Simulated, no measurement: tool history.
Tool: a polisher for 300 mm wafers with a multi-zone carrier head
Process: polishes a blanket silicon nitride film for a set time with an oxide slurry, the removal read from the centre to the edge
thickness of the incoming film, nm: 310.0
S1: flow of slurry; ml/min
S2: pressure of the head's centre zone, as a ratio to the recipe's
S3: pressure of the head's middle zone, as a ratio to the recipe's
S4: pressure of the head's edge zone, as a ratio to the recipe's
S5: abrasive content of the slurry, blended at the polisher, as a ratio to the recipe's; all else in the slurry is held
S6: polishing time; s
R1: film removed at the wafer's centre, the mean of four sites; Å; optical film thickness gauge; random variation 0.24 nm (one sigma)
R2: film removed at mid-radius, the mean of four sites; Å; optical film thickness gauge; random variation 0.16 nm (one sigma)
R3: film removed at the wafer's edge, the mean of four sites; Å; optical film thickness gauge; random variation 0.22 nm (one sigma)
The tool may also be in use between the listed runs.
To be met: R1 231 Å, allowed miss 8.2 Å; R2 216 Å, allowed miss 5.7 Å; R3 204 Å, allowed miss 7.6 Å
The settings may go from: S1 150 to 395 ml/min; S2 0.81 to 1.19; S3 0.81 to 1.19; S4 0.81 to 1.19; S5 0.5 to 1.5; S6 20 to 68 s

run,hour,S1,S2,S3,S4,S5,S6,R1,R2,R3
1,0,250,1,1,1,1,44,194.28,202.8,198.09
2,7.8,250,1.06,1,1,1,44,204.64,203.11,196.18
3,9,185,1.06,1,1,1,44,196.63,191.63,188
4,17.3,185,1.06,1,1,0.8,44,174.44,172.92,169.45
5,17.9,205,1.08,1.01,1.02,0.8,44,185.86,178.6,169.51
6,21.4,205,1.08,1.01,1.02,0.7,44,173.35,166.73,162.02
7,24.2,220,1.09,1.02,1.04,0.75,44,182.83,177.44,174.08
8,31.9,240,1.11,1.03,1.05,0.75,44,186.02,179.37,177.02
9,34.9,260,1.19,1.09,1.03,1,45,235.45,226.59,204.3

Which of these 4 next moves meets every target?
A,37.9,255,1.16,1.1,0.92,1,46,?,?,?
B,37.9,245,1.19,1.19,0.97,1,45,?,?,?
C,37.9,240,1.12,0.99,1.09,1,49,?,?,?
D,37.9,245,1.19,1.05,1.05,1.15,43,?,?,?

move,R1,R2,R3
A,230.87,230.81,197.73
B,229.36,240.33,197.3
C,236.9,223.03,227.61
D,232.28,218.79,208.24
A: further off than the last run
B: further off than the last run
C: further off than the last run
D: meets every target
The right move is D.
